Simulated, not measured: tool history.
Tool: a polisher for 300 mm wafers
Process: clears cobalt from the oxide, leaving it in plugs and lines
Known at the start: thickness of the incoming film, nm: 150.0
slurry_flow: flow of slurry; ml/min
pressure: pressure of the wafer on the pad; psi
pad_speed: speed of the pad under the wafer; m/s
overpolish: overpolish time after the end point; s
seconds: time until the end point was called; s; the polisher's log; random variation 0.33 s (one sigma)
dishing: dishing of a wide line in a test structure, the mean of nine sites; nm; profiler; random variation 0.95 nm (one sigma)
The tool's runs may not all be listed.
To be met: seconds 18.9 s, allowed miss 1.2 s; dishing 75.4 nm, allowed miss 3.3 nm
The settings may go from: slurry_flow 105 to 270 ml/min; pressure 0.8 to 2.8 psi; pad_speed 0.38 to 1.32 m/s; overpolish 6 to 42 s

run,day,slurry_flow,pressure,pad_speed,overpolish,seconds,dishing
1,0,175,1.8,0.84,21,34.231,55.659
2,0.233,175,2,0.84,21,32.081,57.65
3,0.354,175,2,0.84,14,33.487,46.694
4,0.608,175,2,0.64,14,42.108,38.668
5,0.762,175,2.1,0.72,15,35.205,44.389
6,0.971,175,1.9,0.72,15,39.506,42.288
7,1.05,175,2,0.78,16,36.198,48.503
8,1.258,180,2.2,0.84,15,30.557,50.918
9,1.417,180,2.3,0.88,15,27.692,52.661
10,1.562,180,2.3,0.92,16,26.317,56.259
11,1.888,180,2.4,0.94,17,24.847,59.327

Which of these 4 next moves meets every target?
A,2.212,185,2,1.26,27,?,?
B,2.212,175,2.3,0.76,40,?,?
C,2.212,190,2.7,1.12,29,?,?
D,2.212,225,2.6,0.7,14,?,?

move,seconds,dishing
A,22.563,71.291
B,33.113,71.755
C,19.533,73.818
D,31.136,48.22
A: nearer than the last run, and not there yet
B: further off than the last run
C: meets every target
D: further off than the last run
The right move is C.
